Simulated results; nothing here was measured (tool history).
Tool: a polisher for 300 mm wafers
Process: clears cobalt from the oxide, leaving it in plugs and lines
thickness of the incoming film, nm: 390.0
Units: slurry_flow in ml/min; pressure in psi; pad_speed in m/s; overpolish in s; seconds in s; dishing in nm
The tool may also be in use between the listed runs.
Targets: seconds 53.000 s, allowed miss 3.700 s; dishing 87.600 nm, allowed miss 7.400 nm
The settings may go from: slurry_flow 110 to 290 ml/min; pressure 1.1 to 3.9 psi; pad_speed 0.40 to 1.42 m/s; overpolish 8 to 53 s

| run | hour | slurry_flow | pressure | pad_speed | overpolish | seconds | dishing |
|---|---|---|---|---|---|---|---|
| 1 | 0.0 | 185 | 2.5 | 0.90 | 27 | 88.118 | 67.317 |
| 2 | 4.3 | 220 | 2.5 | 0.90 | 27 | 88.280 | 64.209 |
| 3 | 9.4 | 220 | 2.5 | 0.90 | 18 | 83.298 | 53.321 |
| 4 | 17.8 | 220 | 2.5 | 0.90 | 8 | 85.416 | 29.284 |
|  | 25.8 | head pressure recalibrated |
| 5 | 25.8 | 220 | 2.5 | 0.76 | 8 | 93.992 | 26.930 |
| 6 | 33.1 | 220 | 2.5 | 0.76 | 8 | 93.312 | 27.369 |
| 7 | 41.6 | 220 | 2.5 | 0.76 | 8 | 96.156 | 25.956 |
| 8 | 42.9 | 220 | 2.6 | 0.84 | 11 | 84.500 | 38.141 |
| 9 | 46.1 | 220 | 2.8 | 0.84 | 11 | 75.885 | 38.568 |
| 10 | 50.1 | 220 | 2.9 | 0.86 | 13 | 72.578 | 46.103 |
| 11 | 58.8 | 220 | 3.0 | 0.86 | 14 | 73.076 | 49.740 |
| 12 | 67.5 | 220 | 3.2 | 0.86 | 15 | 68.711 | 53.063 |
| 13 | 74.9 | 220 | 3.2 | 0.86 | 15 | 67.170 | 52.843 |
| 14 | 76.7 | 220 | 3.2 | 0.86 | 15 | 65.697 | 54.840 |
| 15 | 80.8 | 220 | 3.3 | 0.86 | 16 | 66.053 | 56.738 |
| 16 | 84.1 | 220 | 3.4 | 0.88 | 17 | 59.466 | 62.805 |
| 17 | 91.2 | 220 | 3.5 | 0.88 | 18 | 60.271 | 65.841 |
| 18 | 93.2 | 220 | 3.6 | 0.88 | 19 | 57.058 | 67.160 |
| 19 | 99.2 | 220 | 3.6 | 0.88 | 20 | 57.502 | 69.714 |

5 next moves are on the table. One of them brings every result within its allowed miss. Which?
| A | 105.2 | 205 | 3.6 | 0.82 | 21 | ? | ? |
| B | 105.2 | 215 | 3.8 | 0.98 | 20 | ? | ? |
| C | 105.2 | 230 | 3.9 | 0.90 | 35 | ? | ? |
| D | 105.2 | 190 | 3.5 | 1.02 | 20 | ? | ? |
| E | 105.2 | 215 | 3.9 | 0.90 | 23 | ? | ? |

| move | seconds | dishing |
|---|---|---|
| A | 62.628 | 67.083 |
| B | 49.712 | 72.468 |
| C | 52.273 | 84.015 |
| D | 52.536 | 70.881 |
| E | 52.641 | 74.777 |
A: further off than the last run
B: nearer than the last run, and not there yet
C: meets every target
D: nearer than the last run, and not there yet
E: nearer than the last run, and not there yet
Answer: C
